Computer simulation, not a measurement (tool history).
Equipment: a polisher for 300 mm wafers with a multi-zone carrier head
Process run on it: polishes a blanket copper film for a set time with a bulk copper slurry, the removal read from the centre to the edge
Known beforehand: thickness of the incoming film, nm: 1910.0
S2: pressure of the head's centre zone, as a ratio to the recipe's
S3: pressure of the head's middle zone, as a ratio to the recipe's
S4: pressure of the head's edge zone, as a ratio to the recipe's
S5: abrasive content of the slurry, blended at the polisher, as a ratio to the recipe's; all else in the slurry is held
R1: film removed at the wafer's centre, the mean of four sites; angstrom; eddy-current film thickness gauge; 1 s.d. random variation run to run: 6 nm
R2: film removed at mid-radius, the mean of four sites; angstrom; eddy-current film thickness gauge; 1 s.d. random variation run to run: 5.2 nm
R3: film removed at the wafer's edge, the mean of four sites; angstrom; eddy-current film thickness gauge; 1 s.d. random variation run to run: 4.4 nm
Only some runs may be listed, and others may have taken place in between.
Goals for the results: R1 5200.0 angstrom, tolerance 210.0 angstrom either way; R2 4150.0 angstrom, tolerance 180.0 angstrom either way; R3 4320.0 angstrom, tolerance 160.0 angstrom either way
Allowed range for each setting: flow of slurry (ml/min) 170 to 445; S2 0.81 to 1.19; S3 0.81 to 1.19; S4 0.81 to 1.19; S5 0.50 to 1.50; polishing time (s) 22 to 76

Run 1, hour 0.0: flow of slurry (ml/min) 285, S2 1.00, S3 1.00, S4 1.00, S5 1.00, polishing time (s) 49. Result: R1 5983.3 angstrom, R2 5879.6 angstrom, R3 5862.0 angstrom.
Run 2, hour 4.8: flow of slurry (ml/min) 285, S2 1.00, S3 1.00, S4 0.96, S5 1.00, polishing time (s) 49. Result: R1 6134.7 angstrom, R2 5834.8 angstrom, R3 5868.6 angstrom.
Run 3, hour 11.0: flow of slurry (ml/min) 285, S2 1.00, S3 1.00, S4 0.91, S5 1.00, polishing time (s) 49. Result: R1 5986.6 angstrom, R2 5788.3 angstrom, R3 5623.0 angstrom.
Run 4, hour 16.8: flow of slurry (ml/min) 285, S2 1.00, S3 1.00, S4 0.91, S5 1.10, polishing time (s) 49. Result: R1 6040.6 angstrom, R2 5935.4 angstrom, R3 5735.7 angstrom.
Run 5, hour 17.5: flow of slurry (ml/min) 285, S2 0.94, S3 1.00, S4 0.91, S5 1.10, polishing time (s) 49. Result: R1 5796.3 angstrom, R2 5945.9 angstrom, R3 5710.9 angstrom.
Run 6, hour 18.2: flow of slurry (ml/min) 285, S2 0.94, S3 1.00, S4 0.85, S5 1.10, polishing time (s) 49. Result: R1 5643.3 angstrom, R2 5863.7 angstrom, R3 5730.8 angstrom.
Run 7, hour 24.9: flow of slurry (ml/min) 290, S2 1.04, S3 0.91, S4 0.89, S5 0.85, polishing time (s) 37. Result: R1 4427.3 angstrom, R2 3935.5 angstrom, R3 4072.9 angstrom.
Run 8, hour 27.7: flow of slurry (ml/min) 295, S2 1.07, S3 0.91, S4 0.91, S5 0.90, polishing time (s) 37. Result: R1 4736.5 angstrom, R2 4061.2 angstrom, R3 4182.1 angstrom.

Exercise: of the 4 proposed moves below, exactly one satisfies all targets within the stated allowed misses. Which move is it?
Run A, hour 30.5: flow of slurry (ml/min) 290, S2 1.14, S3 0.98, S4 0.97, S5 0.60, polishing time (s) 36. Result: R1 ?, R2 ?, R3 ?.
Run B, hour 30.5: flow of slurry (ml/min) 330, S2 1.05, S3 0.91, S4 0.95, S5 0.95, polishing time (s) 36. Result: R1 ?, R2 ?, R3 ?.
Run C, hour 30.5: flow of slurry (ml/min) 320, S2 1.19, S3 1.05, S4 0.85, S5 0.85, polishing time (s) 37. Result: R1 ?, R2 ?, R3 ?.
Run D, hour 30.5: flow of slurry (ml/min) 305, S2 1.13, S3 0.88, S4 0.90, S5 0.85, polishing time (s) 38. Result: R1 ?, R2 ?, R3 ?.

move      R1      R2      R3
   A  4709.9  3896.9  3930.6
   B  4759.2  4074.5  4258.1
   C  5424.7  4494.1  4060.9
   D  5255.8  4092.8  4272.1
A: moves away from the targets compared with the last run
B: as far off as the last run
C: the result that was furthest off in the last run now lies on the other side of its target
D: every result within its allowed miss
D meets every target.
